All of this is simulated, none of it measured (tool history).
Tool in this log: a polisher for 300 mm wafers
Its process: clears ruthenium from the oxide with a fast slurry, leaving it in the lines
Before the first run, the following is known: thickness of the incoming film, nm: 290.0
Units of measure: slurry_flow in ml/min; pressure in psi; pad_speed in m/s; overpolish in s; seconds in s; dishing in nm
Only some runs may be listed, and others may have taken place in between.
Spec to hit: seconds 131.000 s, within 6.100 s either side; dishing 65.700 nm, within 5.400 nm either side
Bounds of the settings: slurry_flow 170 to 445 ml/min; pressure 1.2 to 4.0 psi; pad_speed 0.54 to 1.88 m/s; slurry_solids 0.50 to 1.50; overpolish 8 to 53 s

Run 1, hour 0.0: slurry_flow 285 ml/min, pressure 2.6 psi, pad_speed 1.20 m/s, slurry_solids 1.00, overpolish 27 s. Result: seconds 62.390 s, dishing 97.417 nm.
Run 2, hour 5.3: slurry_flow 285 ml/min, pressure 2.3 psi, pad_speed 1.14 m/s, slurry_solids 1.00, overpolish 28 s. Result: seconds 73.851 s, dishing 90.954 nm.
Run 3, hour 7.4: slurry_flow 285 ml/min, pressure 2.3 psi, pad_speed 0.96 m/s, slurry_solids 1.00, overpolish 28 s. Result: seconds 87.789 s, dishing 75.424 nm.
Run 4, hour 14.3: slurry_flow 285 ml/min, pressure 2.1 psi, pad_speed 0.96 m/s, slurry_solids 1.00, overpolish 29 s. Result: seconds 95.227 s, dishing 75.150 nm.
Run 5, hour 20.7: slurry_flow 285 ml/min, pressure 1.9 psi, pad_speed 0.96 m/s, slurry_solids 1.00, overpolish 29 s. Result: seconds 105.390 s, dishing 72.226 nm.
Run 6, hour 22.0: slurry_flow 285 ml/min, pressure 1.9 psi, pad_speed 0.96 m/s, slurry_solids 1.00, overpolish 19 s. Result: seconds 105.450 s, dishing 45.619 nm.
Run 7, hour 27.2: slurry_flow 285 ml/min, pressure 1.8 psi, pad_speed 0.96 m/s, slurry_solids 1.00, overpolish 22 s. Result: seconds 109.990 s, dishing 50.574 nm.
Run 8, hour 35.6: slurry_flow 285 ml/min, pressure 1.7 psi, pad_speed 0.96 m/s, slurry_solids 1.00, overpolish 24 s. Result: seconds 114.620 s, dishing 56.251 nm.
Run 9, hour 43.2: slurry_flow 285 ml/min, pressure 1.6 psi, pad_speed 0.96 m/s, slurry_solids 1.00, overpolish 25 s. Result: seconds 126.330 s, dishing 51.751 nm.
Run 10, hour 49.3: slurry_flow 285 ml/min, pressure 1.6 psi, pad_speed 0.96 m/s, slurry_solids 1.00, overpolish 26 s. Result: seconds 125.280 s, dishing 57.870 nm.
Run 11, hour 57.7: slurry_flow 285 ml/min, pressure 1.6 psi, pad_speed 0.96 m/s, slurry_solids 1.00, overpolish 27 s. Result: seconds 122.980 s, dishing 56.938 nm.
Run 12, hour 62.0: slurry_flow 285 ml/min, pressure 1.6 psi, pad_speed 0.96 m/s, slurry_solids 1.00, overpolish 28 s. Result: seconds 124.520 s, dishing 59.555 nm.

Which one of the following 5 next-run settings gets every result inside its allowed miss? There is exactly one.
Run A, hour 66.3: slurry_flow 285 ml/min, pressure 2.0 psi, pad_speed 0.90 m/s, slurry_solids 0.95, overpolish 23 s. Result: seconds ?, dishing ?.
Run B, hour 66.3: slurry_flow 260 ml/min, pressure 1.2 psi, pad_speed 1.22 m/s, slurry_solids 1.15, overpolish 31 s. Result: seconds ?, dishing ?.
Run C, hour 66.3: slurry_flow 255 ml/min, pressure 1.3 psi, pad_speed 1.32 m/s, slurry_solids 0.70, overpolish 28 s. Result: seconds ?, dishing ?.
Run D, hour 66.3: slurry_flow 415 ml/min, pressure 1.5 psi, pad_speed 0.86 m/s, slurry_solids 1.20, overpolish 34 s. Result: seconds ?, dishing ?.
Run E, hour 66.3: slurry_flow 240 ml/min, pressure 1.2 psi, pad_speed 1.32 m/s, slurry_solids 1.10, overpolish 27 s. Result: seconds ?, dishing ?.

move  seconds  dishing
   A  109.550   54.097
   B  122.030   63.697
   C  138.070   52.488
   D  130.360   65.128
   E  116.520   58.907
A: misses by more than the last run did
B: corrects the largest miss of the last run, while another result sits out of spec
C: misses by more than the last run did
D: all results in spec
E: misses by more than the last run did
Correct choice: D, which meets every target
